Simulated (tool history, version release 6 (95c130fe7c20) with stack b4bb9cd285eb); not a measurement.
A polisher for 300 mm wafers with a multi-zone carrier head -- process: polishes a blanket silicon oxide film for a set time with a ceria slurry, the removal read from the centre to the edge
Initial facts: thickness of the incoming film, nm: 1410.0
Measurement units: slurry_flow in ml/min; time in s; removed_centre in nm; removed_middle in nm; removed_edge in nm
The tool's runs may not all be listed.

Run 1, hour 0: slurry_flow 255 ml/min, centre_zone 1, middle_zone 1, edge_zone 1, time 67 s. Result: removed_centre 320.73 nm, removed_middle 315.99 nm, removed_edge 316.2 nm.
Run 2, hour 4.4: slurry_flow 255 ml/min, centre_zone 1, middle_zone 1, edge_zone 0.92, time 67 s. Result: removed_centre 318.71 nm, removed_middle 320.67 nm, removed_edge 292.74 nm.
Run 3, hour 10.2: slurry_flow 255 ml/min, centre_zone 1, middle_zone 1, edge_zone 0.84, time 67 s. Result: removed_centre 316.11 nm, removed_middle 310.3 nm, removed_edge 290.71 nm.
Run 4, hour 11.6: slurry_flow 255 ml/min, centre_zone 1.02, middle_zone 0.99, edge_zone 0.88, time 73 s. Result: removed_centre 351.52 nm, removed_middle 342.61 nm, removed_edge 315.49 nm.
Run 5, hour 17.7: slurry_flow 255 ml/min, centre_zone 1.02, middle_zone 0.99, edge_zone 0.95, time 73 s. Result: removed_centre 352.71 nm, removed_middle 344.92 nm, removed_edge 327.64 nm.
Run 6, hour 21: slurry_flow 260 ml/min, centre_zone 1.05, middle_zone 0.98, edge_zone 0.99, time 77 s. Result: removed_centre 382.95 nm, removed_middle 358.56 nm, removed_edge 356.4 nm.

For run 7, what comes out?
Run 7, hour 25.1: slurry_flow 265 ml/min, centre_zone 1.08, middle_zone 0.99, edge_zone 1.02, time 80 s. Result: removed_centre ?, removed_middle ?, removed_edge ?.

removed_centre: 409.6 nm
removed_middle: 380.58 nm
removed_edge: 377.49 nm

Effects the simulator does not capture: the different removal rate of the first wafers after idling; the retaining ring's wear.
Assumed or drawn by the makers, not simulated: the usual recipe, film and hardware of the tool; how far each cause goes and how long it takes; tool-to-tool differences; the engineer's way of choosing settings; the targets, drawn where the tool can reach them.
